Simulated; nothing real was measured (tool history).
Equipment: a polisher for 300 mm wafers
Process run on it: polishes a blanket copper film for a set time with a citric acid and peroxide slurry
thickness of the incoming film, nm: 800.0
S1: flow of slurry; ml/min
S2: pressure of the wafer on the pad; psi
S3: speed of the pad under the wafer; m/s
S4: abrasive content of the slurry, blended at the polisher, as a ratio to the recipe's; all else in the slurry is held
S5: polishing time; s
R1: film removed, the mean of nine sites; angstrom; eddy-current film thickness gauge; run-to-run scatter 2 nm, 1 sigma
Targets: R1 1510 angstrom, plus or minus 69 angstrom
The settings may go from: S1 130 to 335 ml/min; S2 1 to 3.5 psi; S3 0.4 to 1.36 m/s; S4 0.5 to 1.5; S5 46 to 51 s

run  hour   S1   S2    S3  S4  S5      R1
  1     0  215  2.2  0.88   1  51   833.8
  2     2  215  2.2  0.98   1  51  936.75
  3   3.1  215  2.2  1.06   1  51  992.25
  4   5.4  215  2.2  0.92   1  51  889.54
  5  13.1  215  2.2  1.04   1  51   980.6
  6  14.9  215    2  1.04   1  51  909.46
  7  17.3  215  2.3  1.06   1  51  1065.2
  8  22.4  215  2.5  1.06   1  51  1145.7
  9  28.7  215  2.6  1.06   1  51  1171.3
 10  33.4  215  2.8  1.06   1  51  1269.4

Which single option among these 5 for the next run brings every result within its allowed miss of target? Just one does.
  A  38.1  200  2.5  0.92     1  48   ?
  B  38.1  225  3.1   1.1   1.1  51   ?
  C  38.1  210  2.7  1.02   1.1  46   ?
  D  38.1  220  2.5     1  0.95  50   ?
  E  38.1  230  3.2  1.18  1.05  51   ?

move      R1
   A  942.24
   B  1488.2
   C  1089.3
   D  1056.6
   E  1627.1
A: moves away from the targets compared with the last run
B: every result lands within tolerance
C: moves away from the targets compared with the last run
D: moves away from the targets compared with the last run
E: pushes the last run's worst result past its target
B is the move that brings every result within its allowed miss.

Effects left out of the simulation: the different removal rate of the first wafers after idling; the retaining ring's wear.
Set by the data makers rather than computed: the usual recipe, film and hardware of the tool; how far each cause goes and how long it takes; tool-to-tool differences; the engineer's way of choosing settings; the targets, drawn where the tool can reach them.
